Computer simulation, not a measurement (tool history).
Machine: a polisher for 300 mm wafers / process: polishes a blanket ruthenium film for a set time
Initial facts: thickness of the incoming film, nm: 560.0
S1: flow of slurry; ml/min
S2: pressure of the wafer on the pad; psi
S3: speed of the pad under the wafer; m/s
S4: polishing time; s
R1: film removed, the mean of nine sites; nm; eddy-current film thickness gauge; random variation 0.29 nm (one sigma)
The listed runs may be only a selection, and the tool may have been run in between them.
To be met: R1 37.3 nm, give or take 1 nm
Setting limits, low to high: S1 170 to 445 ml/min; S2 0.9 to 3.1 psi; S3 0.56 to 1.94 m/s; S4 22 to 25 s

run	hour	S1	S2	S3	S4	R1
1	0	285	2	1.24	25	30.411
2	6.1	285	2	1.24	25	30.632
3	10.9	285	1.6	1.24	25	24.978
4	13.6	285	1.8	1.24	25	27.499
5	21.7	285	1.9	1.24	25	29.167
6	25.3	285	2	1.24	25	30.543
7	28.1	285	2.1	1.24	25	32.124
8	36.3	285	2.2	1.24	25	33.449
9	44	290	2.3	1.24	25	35.048

Which of these 5 next moves meets every target?
A	51.7	315	2.2	1.22	24	?
B	51.7	250	2.2	1.34	23	?
C	51.7	220	2.6	1.16	24	?
D	51.7	260	2.8	0.96	25	?
E	51.7	365	2.7	1.12	24	?

move	R1
A	31.544
B	31.871
C	34.735
D	34.461
E	36.402
A: its largest miss is bigger than the last run's
B: its largest miss is bigger than the last run's
C: its largest miss is bigger than the last run's
D: its largest miss is bigger than the last run's
E: hits every target within its allowed miss
Go with E: it meets all targets.
